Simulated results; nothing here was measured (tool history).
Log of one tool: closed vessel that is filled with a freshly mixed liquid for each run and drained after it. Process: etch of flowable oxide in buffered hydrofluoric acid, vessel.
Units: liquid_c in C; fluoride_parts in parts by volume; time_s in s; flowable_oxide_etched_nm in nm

run 1 day=0.000 | liquid_c=25.0 fluoride_parts=8.5 time_s=35 | flowable_oxide_etched_nm=98.857
run 2 day=0.162 | liquid_c=25.0 fluoride_parts=8.5 time_s=35 | flowable_oxide_etched_nm=98.746
run 3 day=0.312 | liquid_c=24.5 fluoride_parts=8.5 time_s=35 | flowable_oxide_etched_nm=94.999
run 4 day=0.400 | liquid_c=26.0 fluoride_parts=8.5 time_s=35 | flowable_oxide_etched_nm=105.140
run 5 day=0.708 | liquid_c=26.0 fluoride_parts=8.5 time_s=35 | flowable_oxide_etched_nm=103.960
run 6 day=0.888 | liquid_c=26.0 fluoride_parts=9.5 time_s=35 | flowable_oxide_etched_nm=92.469

Forecast run 7:
run 7 day=1.158 | liquid_c=25.5 fluoride_parts=9.5 time_s=35 | flowable_oxide_etched_nm=?

Run 7 gave flowable_oxide_etched_nm 91.587 nm.
